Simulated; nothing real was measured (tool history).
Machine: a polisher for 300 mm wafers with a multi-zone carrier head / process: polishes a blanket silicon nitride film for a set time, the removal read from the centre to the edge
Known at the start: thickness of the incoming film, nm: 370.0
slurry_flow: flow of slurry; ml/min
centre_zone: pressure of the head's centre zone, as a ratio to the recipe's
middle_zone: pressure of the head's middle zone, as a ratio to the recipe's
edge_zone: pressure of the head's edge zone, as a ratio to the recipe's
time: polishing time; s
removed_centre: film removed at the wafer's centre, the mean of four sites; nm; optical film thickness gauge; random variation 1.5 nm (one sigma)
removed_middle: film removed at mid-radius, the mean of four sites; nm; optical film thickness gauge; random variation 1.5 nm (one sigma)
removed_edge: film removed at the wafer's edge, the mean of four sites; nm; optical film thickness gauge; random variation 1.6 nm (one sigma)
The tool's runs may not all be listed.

run 1 hour=0.0 | slurry_flow=170 centre_zone=1.00 middle_zone=1.00 edge_zone=1.00 time=58 | removed_centre=133.52 removed_middle=126.96 removed_edge=131.76
run 2 hour=6.9 | slurry_flow=170 centre_zone=1.04 middle_zone=1.00 edge_zone=1.00 time=58 | removed_centre=138.86 removed_middle=127.08 removed_edge=131.68
run 3 hour=10.1 | slurry_flow=180 centre_zone=1.01 middle_zone=1.03 edge_zone=1.04 time=59 | removed_centre=138.68 removed_middle=134.23 removed_edge=138.31
run 4 hour=14.9 | slurry_flow=180 centre_zone=1.01 middle_zone=1.03 edge_zone=1.04 time=66 | removed_centre=153.85 removed_middle=149.86 removed_edge=152.91
run 5 hour=16.4 | slurry_flow=180 centre_zone=0.99 middle_zone=1.04 edge_zone=1.05 time=66 | removed_centre=149.19 removed_middle=148.94 removed_edge=153.35
run 6 hour=23.6 | slurry_flow=180 centre_zone=0.98 middle_zone=1.06 edge_zone=1.06 time=66 | removed_centre=149.19 removed_middle=152.37 removed_edge=151.48

What will run 7 give?
run 7 hour=26.0 | slurry_flow=185 centre_zone=0.96 middle_zone=1.07 edge_zone=1.08 time=67 | removed_centre=? removed_middle=? removed_edge=?

For run 7 the tool returned removed_centre 149.30 nm, removed_middle 157.37 nm, removed_edge 159.35 nm.
